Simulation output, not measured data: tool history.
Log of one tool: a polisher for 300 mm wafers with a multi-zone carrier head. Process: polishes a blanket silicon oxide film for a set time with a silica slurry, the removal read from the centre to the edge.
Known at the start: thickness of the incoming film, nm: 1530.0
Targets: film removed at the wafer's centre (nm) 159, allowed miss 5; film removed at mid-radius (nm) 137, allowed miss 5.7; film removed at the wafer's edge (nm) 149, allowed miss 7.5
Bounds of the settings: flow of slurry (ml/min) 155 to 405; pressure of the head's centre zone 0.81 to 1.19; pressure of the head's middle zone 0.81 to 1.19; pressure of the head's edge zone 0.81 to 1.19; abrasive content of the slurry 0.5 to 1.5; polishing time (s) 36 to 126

| run | hour | flow of slurry (ml/min) | pressure of the head's centre zone | pressure of the head's middle zone | pressure of the head's edge zone | abrasive content of the slurry | polishing time (s) | film removed at the wafer's centre (nm) | film removed at mid-radius (nm) | film removed at the wafer's edge (nm) |
|---|---|---|---|---|---|---|---|---|---|---|
| 1 | 0 | 260 | 1 | 1 | 1 | 1 | 81 | 128.25 | 127.32 | 131.96 |
| 2 | 8.7 | 260 | 1 | 1 | 1 | 1 | 66 | 102.84 | 103.93 | 102.9 |
| 3 | 10.9 | 260 | 1 | 1 | 1 | 1.15 | 66 | 107.66 | 107.46 | 112.01 |
| 4 | 12.6 | 260 | 1 | 1.06 | 1 | 1.15 | 66 | 109.57 | 116.02 | 110.27 |
| 5 | 15.9 | 265 | 1.03 | 1.06 | 1.02 | 1.2 | 67 | 115.61 | 119.22 | 118.58 |
| 6 | 21 | 265 | 1.03 | 0.99 | 1.02 | 1.2 | 67 | 115.19 | 109.89 | 114.8 |
| 7 | 24.8 | 265 | 1.05 | 1 | 1.03 | 1.25 | 68 | 121.79 | 114.29 | 117.74 |
| 8 | 28.1 | 270 | 1.06 | 1 | 1.04 | 1.3 | 69 | 126.03 | 122.12 | 122.98 |
| 9 | 31.8 | 265 | 1.07 | 0.99 | 1.05 | 1.35 | 70 | 132.48 | 123.1 | 124.19 |

Which of these 5 next moves meets every target?
| A | 35.5 | 175 | 0.95 | 1.15 | 0.99 | 1.3 | 59 | ? | ? | ? |
| B | 35.5 | 285 | 1.16 | 0.91 | 1.08 | 1.2 | 87 | ? | ? | ? |
| C | 35.5 | 315 | 0.83 | 0.86 | 1.19 | 1.2 | 80 | ? | ? | ? |
| D | 35.5 | 250 | 1.15 | 0.98 | 0.94 | 1.35 | 86 | ? | ? | ? |
| E | 35.5 | 315 | 1.05 | 0.89 | 0.93 | 1.1 | 91 | ? | ? | ? |

| move | film removed at the wafer's centre (nm) | film removed at mid-radius (nm) | film removed at the wafer's edge (nm) |
|---|---|---|---|
| A | 90.896 | 106.78 | 98.657 |
| B | 172.29 | 134.65 | 153.19 |
| C | 114.34 | 119.6 | 146.21 |
| D | 173.45 | 145.69 | 150.43 |
| E | 159.37 | 135.14 | 149.98 |
A: further off than the last run
B: takes the result that was furthest off past its target
C: further off than the last run
D: takes the result that was furthest off past its target
E: meets every target
Answer: E

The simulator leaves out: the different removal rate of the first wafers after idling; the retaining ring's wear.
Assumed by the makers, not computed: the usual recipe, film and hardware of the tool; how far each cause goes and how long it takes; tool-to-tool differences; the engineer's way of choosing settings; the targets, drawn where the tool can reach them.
